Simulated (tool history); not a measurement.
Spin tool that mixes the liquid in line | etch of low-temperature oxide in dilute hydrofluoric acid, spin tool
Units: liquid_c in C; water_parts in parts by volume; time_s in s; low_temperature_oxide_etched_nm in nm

run,hour,liquid_c,water_parts,time_s,low_temperature_oxide_etched_nm
1,0.0,25.0,240,35,4.5736
2,2.3,26.0,240,35,4.7147
3,6.3,26.0,270,35,4.0254
4,9.8,22.5,270,35,3.5919
5,14.1,22.5,270,35,3.6292
6,18.7,19.0,270,35,3.1848
7,24.2,21.5,265,35,3.5794
8,27.9,25.5,240,35,4.6644

What will run 9 give?
9,28.5,25.5,240,35,?

Run 9 produced low_temperature_oxide_etched_nm 4.6213 nm.
